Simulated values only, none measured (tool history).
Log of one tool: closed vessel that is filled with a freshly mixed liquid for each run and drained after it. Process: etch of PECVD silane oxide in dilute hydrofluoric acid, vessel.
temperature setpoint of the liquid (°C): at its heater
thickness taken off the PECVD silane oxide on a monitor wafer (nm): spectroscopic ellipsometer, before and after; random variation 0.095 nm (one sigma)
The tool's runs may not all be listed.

run  hour  temperature setpoint of the liquid (°C)  parts of water to one part of 49 % hydrofluoric acid (parts by volume)  time in the liquid (s)  thickness taken off the PECVD silane oxide on a monitor wafer (nm)
  1     0                                       26                                                                     170                     250                                                              36.114
  2   1.8                                       26                                                                     200                     250                                                              29.561
  3   7.3                                     26.5                                                                     200                     250                                                              29.992
  4  12.5                                       27                                                                     200                     250                                                              30.546
  5  19.6                                     30.5                                                                     200                     250                                                              34.517
  6  23.6                                       34                                                                     200                     250                                                               38.77
  7    28                                       32                                                                     200                     250                                                              36.198
  8  32.4                                     30.5                                                                     200                     250                                                              34.576

The next listed run, before its measurement:
  9  38.6                                     29.5                                                                     200                     250                                                                   ?

thickness taken off the PECVD silane oxide on a monitor wafer (nm): 33.379
